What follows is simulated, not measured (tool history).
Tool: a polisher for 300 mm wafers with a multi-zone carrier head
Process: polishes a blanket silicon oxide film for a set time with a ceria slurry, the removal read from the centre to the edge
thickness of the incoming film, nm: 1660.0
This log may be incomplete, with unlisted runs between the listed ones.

run	hour	flow of slurry (ml/min)	pressure of the head's centre zone	pressure of the head's middle zone	pressure of the head's edge zone	polishing time (s)	film removed at the wafer's centre (nm)	film removed at mid-radius (nm)	film removed at the wafer's edge (nm)
1	0.0	155	1.00	1.00	1.00	45	191.66	184.95	188.62
2	2.6	170	1.00	1.00	1.00	45	198.98	187.99	188.36
3	8.4	165	0.97	0.98	0.97	41	174.04	169.18	169.88
4	14.6	165	0.97	0.98	0.90	41	170.83	166.83	162.79
5	20.5	165	0.97	0.98	0.90	32	133.11	134.61	130.10
6	23.5	165	0.97	0.91	0.90	32	135.33	122.81	127.31
7	24.6	165	0.97	0.91	0.90	32	135.68	124.42	128.61
8	30.2	175	0.95	0.92	0.92	32	134.77	125.62	130.81
9	34.2	180	0.94	0.94	0.94	32	133.80	132.36	131.35
10	39.1	180	0.94	0.94	0.94	32	133.07	130.82	131.52
11	47.1	180	0.94	0.95	0.96	32	131.02	133.52	132.56
12	49.2	180	0.95	0.95	0.98	32	133.74	127.74	133.88

What does the tool deliver on the next run?
13	52.6	185	0.95	0.96	0.99	32	?	?	?

{"run 13": {"film removed at the wafer's centre (nm)": 132.01, "film removed at mid-radius (nm)": 130.27, "film removed at the wafer's edge (nm)": 135.26}}

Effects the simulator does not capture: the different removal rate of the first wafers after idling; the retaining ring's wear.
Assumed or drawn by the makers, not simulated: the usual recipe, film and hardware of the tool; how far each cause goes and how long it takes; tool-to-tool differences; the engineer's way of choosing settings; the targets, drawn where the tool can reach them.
